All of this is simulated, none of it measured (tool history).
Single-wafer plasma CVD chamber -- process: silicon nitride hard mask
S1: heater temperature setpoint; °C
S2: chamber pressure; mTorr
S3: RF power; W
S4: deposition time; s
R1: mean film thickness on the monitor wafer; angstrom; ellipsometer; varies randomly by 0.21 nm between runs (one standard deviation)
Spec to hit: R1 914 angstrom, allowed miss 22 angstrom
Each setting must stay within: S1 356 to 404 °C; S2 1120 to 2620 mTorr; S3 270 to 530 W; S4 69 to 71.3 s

{"run": 1, "hour": 0.0, "S1": 380, "S2": 1870, "S3": 400, "S4": 69, "R1": 1088}
{"run": 2, "hour": 2.7, "S1": 380, "S2": 1870, "S3": 400, "S4": 69, "R1": 1086.4}
{"run": 3, "hour": 7.2, "S1": 380, "S2": 1820, "S3": 395, "S4": 69, "R1": 1068}
{"run": 4, "hour": 15.6, "S1": 380, "S2": 1770, "S3": 390, "S4": 69, "R1": 1045.8}
{"run": 5, "hour": 21.8, "S1": 380, "S2": 1770, "S3": 390, "S4": 71.3, "R1": 1082.5}
{"run": 6, "hour": 26.4, "S1": 380, "S2": 1990, "S3": 390, "S4": 71.3, "R1": 1120.9}
{"run": 7, "hour": 31.3, "S1": 380, "S2": 1940, "S3": 385, "S4": 71.2, "R1": 1100}
{"run": 8, "hour": 37.8, "S1": 380, "S2": 1890, "S3": 380, "S4": 71.1, "R1": 1073.8}
{"run": 9, "hour": 40.2, "S1": 380, "S2": 1840, "S3": 375, "S4": 71.1, "R1": 1055.7}
{"run": 10, "hour": 43.0, "S1": 380, "S2": 1790, "S3": 370, "S4": 71.1, "R1": 1031.2}
{"run": 11, "hour": 43.6, "S1": 380, "S2": 1740, "S3": 370, "S4": 71.1, "R1": 1020}
{"run": 12, "hour": 49.5, "S1": 380, "S2": 1700, "S3": 370, "S4": 71.1, "R1": 1016}
{"run": 13, "hour": 54.3, "S1": 380, "S2": 1660, "S3": 370, "S4": 71.1, "R1": 1001.1}
{"run": 14, "hour": 57.9, "S1": 380, "S2": 1630, "S3": 370, "S4": 71.1, "R1": 1002.3}
{"run": 15, "hour": 64.2, "S1": 380, "S2": 1590, "S3": 370, "S4": 71.1, "R1": 990.36}
{"run": 16, "hour": 65.7, "S1": 380, "S2": 1220, "S3": 350, "S4": 70.9, "R1": 852.54}
{"run": 17, "hour": 67.8, "S1": 380, "S2": 1240, "S3": 350, "S4": 70.9, "R1": 855.48}
{"run": 18, "hour": 69.3, "S1": 380, "S2": 1550, "S3": 370, "S4": 71.1, "R1": 980.58}
{"run": 19, "hour": 73.1, "S1": 380, "S2": 1520, "S3": 370, "S4": 71.1, "R1": 970.75}
{"run": 20, "hour": 74.4, "S1": 380, "S2": 1500, "S3": 370, "S4": 71.1, "R1": 976.08}

Which single option among these 5 for the next run brings every result within its allowed miss of target? Just one does.
{"run": "A", "hour": 75.7, "S1": 381, "S2": 1510, "S3": 370, "S4": 71.3, "R1": "?"}
{"run": "B", "hour": 75.7, "S1": 381, "S2": 1570, "S3": 350, "S4": 69.4, "R1": "?"}
{"run": "C", "hour": 75.7, "S1": 384, "S2": 1220, "S3": 375, "S4": 69, "R1": "?"}
{"run": "D", "hour": 75.7, "S1": 376, "S2": 1560, "S3": 395, "S4": 71.3, "R1": "?"}
{"run": "E", "hour": 75.7, "S1": 380, "S2": 1480, "S3": 385, "S4": 69.5, "R1": "?"}

move=A R1=979.4
move=B R1=919.12
move=C R1=882.36
move=D R1=1051.4
move=E R1=982.26
A: misses by more than the last run did
B: every result lands within tolerance
C: takes the result that was furthest off past its target
D: misses by more than the last run did
E: misses by more than the last run did
B is the move that brings every result within its allowed miss.
